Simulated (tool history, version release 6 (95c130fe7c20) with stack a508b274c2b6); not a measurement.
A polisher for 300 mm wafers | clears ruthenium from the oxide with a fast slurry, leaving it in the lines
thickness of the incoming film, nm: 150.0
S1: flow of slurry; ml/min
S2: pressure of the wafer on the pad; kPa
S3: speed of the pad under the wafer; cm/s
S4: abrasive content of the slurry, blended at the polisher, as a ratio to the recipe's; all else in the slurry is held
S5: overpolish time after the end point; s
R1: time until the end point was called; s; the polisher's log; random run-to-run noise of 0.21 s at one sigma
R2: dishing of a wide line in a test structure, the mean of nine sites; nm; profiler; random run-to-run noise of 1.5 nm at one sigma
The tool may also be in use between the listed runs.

| run | hour | S1 | S2 | S3 | S4 | S5 | R1 | R2 |
|---|---|---|---|---|---|---|---|---|
| 1 | 0.0 | 190 | 22.1 | 90 | 1.00 | 22 | 28.744 | 80.686 |
| 2 | 3.8 | 190 | 22.1 | 102 | 1.00 | 22 | 25.271 | 85.817 |
| 3 | 6.1 | 190 | 22.1 | 102 | 1.00 | 27 | 25.536 | 101.570 |
| 4 | 7.9 | 190 | 22.1 | 92 | 1.00 | 27 | 27.680 | 96.140 |
| 5 | 8.8 | 190 | 22.1 | 92 | 0.90 | 27 | 29.344 | 87.978 |
| 6 | 10.6 | 170 | 22.1 | 92 | 0.90 | 27 | 30.472 | 87.162 |
| 7 | 17.4 | 190 | 23.4 | 92 | 0.85 | 22 | 29.643 | 77.589 |
| 8 | 18.6 | 190 | 25.5 | 96 | 0.80 | 18 | 28.663 | 72.286 |
| 9 | 20.2 | 195 | 26.9 | 102 | 0.75 | 15 | 26.652 | 62.336 |
| 10 | 27.8 | 200 | 29.0 | 102 | 0.75 | 14 | 25.458 | 64.658 |
|  | 35.8 | head pressure recalibrated |
| 11 | 35.8 | 165 | 33.8 | 112 | 0.75 | 7 | 22.194 | 38.831 |
| 12 | 39.0 | 180 | 33.1 | 112 | 0.75 | 8 | 22.669 | 43.978 |
| 13 | 45.3 | 195 | 33.1 | 112 | 0.75 | 8 | 21.872 | 44.745 |
| 14 | 50.3 | 205 | 33.1 | 112 | 0.75 | 9 | 21.892 | 49.126 |
| 15 | 55.6 | 215 | 33.1 | 112 | 0.75 | 10 | 21.582 | 54.006 |

Estimate the outcome of run 16 from the log above:
| 16 | 58.9 | 220 | 33.1 | 112 | 0.75 | 10 | ? | ? |

Run 16 came out at R1 21.684 s, R2 54.069 nm.
